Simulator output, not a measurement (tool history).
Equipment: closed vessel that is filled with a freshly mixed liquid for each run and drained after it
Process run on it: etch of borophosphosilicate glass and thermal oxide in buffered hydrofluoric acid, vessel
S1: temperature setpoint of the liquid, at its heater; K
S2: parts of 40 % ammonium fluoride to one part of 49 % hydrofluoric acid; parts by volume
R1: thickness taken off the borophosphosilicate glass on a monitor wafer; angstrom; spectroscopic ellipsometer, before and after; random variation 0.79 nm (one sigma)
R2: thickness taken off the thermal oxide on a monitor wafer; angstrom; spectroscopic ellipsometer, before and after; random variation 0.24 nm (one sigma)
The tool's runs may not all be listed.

run 1 day=0.000 | S1=294.15 S2=11.0 time_in_the_liquid_(s)=60 | R1=1171.1 R2=548.85
run 2 day=0.271 | S1=296.15 S2=11.0 time_in_the_liquid_(s)=60 | R1=1294.5 R2=614.46
run 3 day=0.642 | S1=297.15 S2=11.0 time_in_the_liquid_(s)=60 | R1=1365.4 R2=649.84
run 4 day=0.812 | S1=298.15 S2=11.0 time_in_the_liquid_(s)=60 | R1=1455.0 R2=689.62
run 5 day=0.862 | S1=300.15 S2=11.0 time_in_the_liquid_(s)=60 | R1=1596.6 R2=765.35
run 6 day=1.100 | S1=300.15 S2=8.5 time_in_the_liquid_(s)=60 | R1=2011.6 R2=956.67
run 7 day=1.362 | S1=300.15 S2=8.5 time_in_the_liquid_(s)=60 | R1=1985.9 R2=954.78
run 8 day=1.638 | S1=299.15 S2=8.5 time_in_the_liquid_(s)=60 | R1=1906.1 R2=906.86

Run 9, settings as shown, results not yet in. Your forecast:
run 9 day=1.992 | S1=298.65 S2=8.5 time_in_the_liquid_(s)=60 | R1=? R2=?

Run 9 measured R1 1857.3 angstrom, R2 879.96 angstrom.
